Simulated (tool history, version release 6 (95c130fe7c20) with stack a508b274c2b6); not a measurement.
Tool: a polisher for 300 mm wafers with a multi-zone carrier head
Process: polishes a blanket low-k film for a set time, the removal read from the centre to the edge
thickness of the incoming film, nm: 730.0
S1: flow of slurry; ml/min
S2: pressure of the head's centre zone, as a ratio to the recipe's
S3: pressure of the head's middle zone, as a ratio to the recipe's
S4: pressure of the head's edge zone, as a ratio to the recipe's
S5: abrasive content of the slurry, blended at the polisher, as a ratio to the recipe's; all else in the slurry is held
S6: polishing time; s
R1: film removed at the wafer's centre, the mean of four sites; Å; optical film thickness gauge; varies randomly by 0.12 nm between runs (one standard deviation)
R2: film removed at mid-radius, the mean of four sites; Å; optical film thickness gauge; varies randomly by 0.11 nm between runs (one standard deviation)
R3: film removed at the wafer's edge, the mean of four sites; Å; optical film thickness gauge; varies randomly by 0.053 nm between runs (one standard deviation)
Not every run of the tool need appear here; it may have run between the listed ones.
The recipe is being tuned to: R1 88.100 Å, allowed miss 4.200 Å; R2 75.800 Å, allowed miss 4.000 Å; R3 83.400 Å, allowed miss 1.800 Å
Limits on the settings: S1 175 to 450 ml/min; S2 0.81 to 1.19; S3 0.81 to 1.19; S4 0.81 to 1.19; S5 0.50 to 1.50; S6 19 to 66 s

| run | hour | S1 | S2 | S3 | S4 | S5 | S6 | R1 | R2 | R3 |
|---|---|---|---|---|---|---|---|---|---|---|
| 1 | 0.0 | 290 | 1.00 | 1.00 | 1.00 | 1.00 | 42 | 142.460 | 136.940 | 137.240 |
| 2 | 1.1 | 290 | 1.00 | 1.00 | 1.00 | 0.90 | 42 | 138.300 | 135.430 | 132.800 |
| 3 | 2.7 | 290 | 0.92 | 1.00 | 1.00 | 0.90 | 42 | 123.940 | 133.070 | 134.630 |
| 4 | 5.6 | 285 | 0.93 | 0.98 | 0.99 | 0.85 | 41 | 121.450 | 125.910 | 126.880 |
| 5 | 7.1 | 280 | 0.93 | 0.96 | 0.99 | 0.80 | 40 | 117.280 | 121.130 | 120.820 |
| 6 | 15.1 | 325 | 0.93 | 0.96 | 0.99 | 0.80 | 40 | 116.430 | 117.950 | 122.200 |
| 7 | 20.4 | 330 | 0.93 | 0.94 | 0.98 | 0.75 | 39 | 110.940 | 110.560 | 115.870 |
| 8 | 24.3 | 300 | 0.97 | 0.84 | 0.88 | 0.50 | 32 | 84.306 | 70.061 | 78.302 |
| 9 | 28.5 | 305 | 0.97 | 0.84 | 0.89 | 0.50 | 32 | 82.265 | 70.337 | 78.714 |
| 10 | 30.6 | 305 | 0.97 | 0.84 | 0.90 | 0.50 | 32 | 81.622 | 72.343 | 77.867 |
| 11 | 35.3 | 315 | 0.97 | 0.84 | 0.89 | 0.55 | 32 | 87.170 | 73.177 | 81.841 |

4 next moves are on the table. One of them brings every result within its allowed miss. Which?
| A | 40.0 | 300 | 0.98 | 0.83 | 0.89 | 0.55 | 33 | ? | ? | ? |
| B | 40.0 | 275 | 1.02 | 1.01 | 0.90 | 0.50 | 33 | ? | ? | ? |
| C | 40.0 | 330 | 0.98 | 0.83 | 0.89 | 0.55 | 31 | ? | ? | ? |
| D | 40.0 | 230 | 0.88 | 0.81 | 0.84 | 0.50 | 35 | ? | ? | ? |

| move | R1 | R2 | R3 |
|---|---|---|---|
| A | 88.255 | 74.370 | 83.439 |
| B | 88.316 | 84.105 | 80.515 |
| C | 83.587 | 70.379 | 78.824 |
| D | 79.194 | 73.162 | 82.012 |
A: every result within its allowed miss
B: moves away from the targets compared with the last run
C: moves away from the targets compared with the last run
D: gets the furthest-off result to its target, but another result is out of tolerance
Move A is the one to make.

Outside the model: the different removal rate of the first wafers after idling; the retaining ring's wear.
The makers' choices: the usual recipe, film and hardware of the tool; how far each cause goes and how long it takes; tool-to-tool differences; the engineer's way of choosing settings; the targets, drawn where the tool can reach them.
